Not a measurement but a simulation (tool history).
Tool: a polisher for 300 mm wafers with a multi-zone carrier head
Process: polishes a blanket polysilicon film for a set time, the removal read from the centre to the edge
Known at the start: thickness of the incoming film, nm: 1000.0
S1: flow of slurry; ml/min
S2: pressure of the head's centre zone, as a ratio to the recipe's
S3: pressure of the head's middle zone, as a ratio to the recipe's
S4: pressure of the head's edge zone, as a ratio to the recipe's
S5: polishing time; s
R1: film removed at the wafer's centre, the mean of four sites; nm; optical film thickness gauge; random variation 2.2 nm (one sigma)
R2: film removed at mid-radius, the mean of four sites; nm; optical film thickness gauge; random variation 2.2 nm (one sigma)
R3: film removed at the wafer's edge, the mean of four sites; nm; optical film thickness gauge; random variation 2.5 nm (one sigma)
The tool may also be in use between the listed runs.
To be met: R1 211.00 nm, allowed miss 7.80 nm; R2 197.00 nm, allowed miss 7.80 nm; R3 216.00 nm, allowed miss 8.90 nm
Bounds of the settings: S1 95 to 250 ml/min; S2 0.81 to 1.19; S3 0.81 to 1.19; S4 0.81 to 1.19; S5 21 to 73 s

| run | day | S1 | S2 | S3 | S4 | S5 | R1 | R2 | R3 |
|---|---|---|---|---|---|---|---|---|---|
| 1 | 0.000 | 160 | 1.00 | 1.00 | 1.00 | 47 | 325.83 | 339.39 | 339.37 |
| 2 | 0.279 | 160 | 1.00 | 1.07 | 1.00 | 47 | 328.40 | 366.49 | 337.29 |
| 3 | 0.512 | 160 | 1.03 | 1.07 | 1.00 | 47 | 341.71 | 355.63 | 342.69 |
| 4 | 0.875 | 185 | 1.03 | 1.07 | 1.00 | 47 | 353.50 | 372.06 | 342.33 |
| 5 | 1.042 | 185 | 1.03 | 1.07 | 1.00 | 36 | 268.95 | 283.12 | 258.03 |
| 6 | 1.333 | 185 | 1.03 | 1.07 | 1.07 | 36 | 263.98 | 281.46 | 280.62 |
| 7 | 1.392 | 175 | 1.02 | 1.01 | 1.04 | 34 | 248.42 | 252.92 | 254.46 |
| 8 | 1.512 | 130 | 0.94 | 0.91 | 1.01 | 31 | 197.87 | 204.64 | 218.95 |

5 next moves are on the table. One of them brings every result within its allowed miss. Which?
| A | 1.633 | 165 | 0.96 | 1.02 | 0.89 | 30 | ? | ? | ? |
| B | 1.633 | 115 | 0.98 | 0.98 | 1.01 | 32 | ? | ? | ? |
| C | 1.633 | 140 | 1.02 | 0.90 | 0.99 | 30 | ? | ? | ? |
| D | 1.633 | 110 | 0.83 | 0.94 | 1.08 | 32 | ? | ? | ? |
| E | 1.633 | 120 | 0.90 | 0.96 | 0.88 | 32 | ? | ? | ? |

| move | R1 | R2 | R3 |
|---|---|---|---|
| A | 200.56 | 219.23 | 203.34 |
| B | 203.25 | 212.14 | 220.18 |
| C | 206.66 | 192.07 | 209.98 |
| D | 170.11 | 203.17 | 226.29 |
| E | 188.28 | 210.36 | 207.65 |
A: further off than the last run
B: brings the result that was furthest off to its target, and leaves another outside
C: meets every target
D: further off than the last run
E: further off than the last run
Answer: C
